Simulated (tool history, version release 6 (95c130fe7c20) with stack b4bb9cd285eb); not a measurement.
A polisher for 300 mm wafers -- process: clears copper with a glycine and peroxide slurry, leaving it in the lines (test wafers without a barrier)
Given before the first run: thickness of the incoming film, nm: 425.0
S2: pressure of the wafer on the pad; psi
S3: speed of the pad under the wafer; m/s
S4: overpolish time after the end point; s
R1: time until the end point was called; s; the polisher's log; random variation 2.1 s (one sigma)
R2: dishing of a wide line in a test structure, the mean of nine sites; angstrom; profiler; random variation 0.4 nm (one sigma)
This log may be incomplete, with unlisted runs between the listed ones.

{"run": 1, "hour": 0.0, "flow of slurry (ml/min)": 125, "S2": 1.8, "S3": 1.3, "S4": 9, "R1": 84.395, "R2": 162.33}
{"run": 2, "hour": 3.8, "flow of slurry (ml/min)": 125, "S2": 1.8, "S3": 0.98, "S4": 9, "R1": 104.22, "R2": 157.58}
{"run": 3, "hour": 5.1, "flow of slurry (ml/min)": 125, "S2": 1.5, "S3": 0.98, "S4": 9, "R1": 119.51, "R2": 146.74}
{"run": 4, "hour": 7.3, "flow of slurry (ml/min)": 105, "S2": 1.5, "S3": 0.98, "S4": 9, "R1": 123.7, "R2": 137.76}
{"run": 5, "hour": 12.6, "flow of slurry (ml/min)": 110, "S2": 1.4, "S3": 0.94, "S4": 11, "R1": 132.61, "R2": 148.38}
{"run": 6, "hour": 16.2, "flow of slurry (ml/min)": 110, "S2": 1.3, "S3": 0.92, "S4": 12, "R1": 138.83, "R2": 148.79}
{"run": 7, "hour": 22.1, "flow of slurry (ml/min)": 110, "S2": 1.3, "S3": 0.92, "S4": 12, "R1": 141.57, "R2": 160.52}

What will run 8 give?
{"run": 8, "hour": 25.3, "flow of slurry (ml/min)": 105, "S2": 1.2, "S3": 0.92, "S4": 12, "R1": "?", "R2": "?"}

{"run 8": {"R1": 148.41, "R2": 147.61}}

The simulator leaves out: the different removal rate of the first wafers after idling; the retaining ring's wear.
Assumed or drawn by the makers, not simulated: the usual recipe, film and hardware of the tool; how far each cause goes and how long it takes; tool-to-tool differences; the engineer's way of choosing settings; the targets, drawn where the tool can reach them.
